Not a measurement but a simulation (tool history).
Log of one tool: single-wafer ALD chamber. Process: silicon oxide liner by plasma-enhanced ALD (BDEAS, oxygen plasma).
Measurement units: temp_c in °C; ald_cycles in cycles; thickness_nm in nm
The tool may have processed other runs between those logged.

run 1 hour=0.0 | temp_c=310 ald_cycles=78 | thickness_nm=6.8408
run 2 hour=4.1 | temp_c=310 ald_cycles=82 | thickness_nm=7.1674
run 3 hour=7.5 | temp_c=310 ald_cycles=74 | thickness_nm=6.4471
run 4 hour=16.2 | temp_c=303 ald_cycles=74 | thickness_nm=6.4906
-- hour=20.6 thermocouple changed; heater temperature recalibrated
run 5 hour=20.6 | temp_c=303 ald_cycles=72 | thickness_nm=6.3589
run 6 hour=27.2 | temp_c=294 ald_cycles=72 | thickness_nm=6.5131
run 7 hour=35.1 | temp_c=296 ald_cycles=71 | thickness_nm=6.3586

Predict the results of run 8:
run 8 hour=41.1 | temp_c=297 ald_cycles=70 | thickness_nm=?

thickness_nm: 6.2339 nm
